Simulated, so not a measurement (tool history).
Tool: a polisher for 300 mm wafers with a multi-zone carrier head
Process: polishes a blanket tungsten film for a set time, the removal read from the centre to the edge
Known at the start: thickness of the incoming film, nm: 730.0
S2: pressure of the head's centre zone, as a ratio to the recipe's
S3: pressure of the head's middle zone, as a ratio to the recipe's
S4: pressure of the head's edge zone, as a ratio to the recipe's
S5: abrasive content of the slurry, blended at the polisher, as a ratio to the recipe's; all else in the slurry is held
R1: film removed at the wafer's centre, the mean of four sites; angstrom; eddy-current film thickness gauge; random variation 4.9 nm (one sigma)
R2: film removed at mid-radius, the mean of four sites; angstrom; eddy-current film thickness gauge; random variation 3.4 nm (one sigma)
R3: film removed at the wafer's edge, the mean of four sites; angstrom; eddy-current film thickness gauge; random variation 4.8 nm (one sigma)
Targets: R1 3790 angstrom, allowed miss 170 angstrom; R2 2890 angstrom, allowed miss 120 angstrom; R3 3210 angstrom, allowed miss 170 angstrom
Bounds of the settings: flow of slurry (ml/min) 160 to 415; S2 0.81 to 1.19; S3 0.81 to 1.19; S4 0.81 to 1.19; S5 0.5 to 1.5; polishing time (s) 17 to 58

Run 1, hour 0: flow of slurry (ml/min) 265, S2 1, S3 1, S4 1, S5 1, polishing time (s) 37. Result: R1 2649.8 angstrom, R2 2647 angstrom, R3 2633.7 angstrom.
Run 2, hour 6: flow of slurry (ml/min) 270, S2 1.03, S3 0.99, S4 1.01, S5 1.05, polishing time (s) 37. Result: R1 2704.2 angstrom, R2 2603.8 angstrom, R3 2617 angstrom.
Run 3, hour 8.2: flow of slurry (ml/min) 270, S2 1.06, S3 0.97, S4 1.02, S5 1.1, polishing time (s) 38. Result: R1 3029.1 angstrom, R2 2689.2 angstrom, R3 2762.4 angstrom.
Run 4, hour 10.3: flow of slurry (ml/min) 270, S2 1.06, S3 0.97, S4 1.02, S5 1.1, polishing time (s) 30. Result: R1 2352.9 angstrom, R2 2133.3 angstrom, R3 2197.7 angstrom.
Run 5, hour 19: flow of slurry (ml/min) 270, S2 1.07, S3 0.96, S4 1.04, S5 1.15, polishing time (s) 32. Result: R1 2518.3 angstrom, R2 2234 angstrom, R3 2352.7 angstrom.
Run 6, hour 27.9: flow of slurry (ml/min) 270, S2 1.09, S3 0.96, S4 1.05, S5 1.2, polishing time (s) 34. Result: R1 2807.9 angstrom, R2 2446.8 angstrom, R3 2603.4 angstrom.
Run 7, hour 33.9: flow of slurry (ml/min) 275, S2 1.11, S3 0.96, S4 1.05, S5 1.25, polishing time (s) 35. Result: R1 2894 angstrom, R2 2535.8 angstrom, R3 2632.1 angstrom.
Run 8, hour 40.5: flow of slurry (ml/min) 275, S2 1.12, S3 0.95, S4 1.05, S5 1.25, polishing time (s) 36. Result: R1 3042.7 angstrom, R2 2623.1 angstrom, R3 2737.8 angstrom.

4 next moves are on the table. One of them brings every result within its allowed miss. Which?
Run A, hour 47.1: flow of slurry (ml/min) 290, S2 1.18, S3 0.88, S4 1.03, S5 1.15, polishing time (s) 43. Result: R1 ?, R2 ?, R3 ?.
Run B, hour 47.1: flow of slurry (ml/min) 320, S2 0.83, S3 0.91, S4 1.19, S5 1.45, polishing time (s) 32. Result: R1 ?, R2 ?, R3 ?.
Run C, hour 47.1: flow of slurry (ml/min) 250, S2 1.17, S3 0.84, S4 1.19, S5 0.95, polishing time (s) 39. Result: R1 ?, R2 ?, R3 ?.
Run D, hour 47.1: flow of slurry (ml/min) 285, S2 1.08, S3 0.93, S4 1.14, S5 1.25, polishing time (s) 40. Result: R1 ?, R2 ?, R3 ?.

move      R1      R2      R3
   A  3671.6  2876.1  3235.7
   B  2047.9  2352.1  2757.3
   C  3097.2  2359.9  2983.2
   D  3180.3  2852.1  3223.2
A: meets every target
B: further off than the last run
C: as far off as the last run
D: nearer than the last run, and not there yet
Answer: A
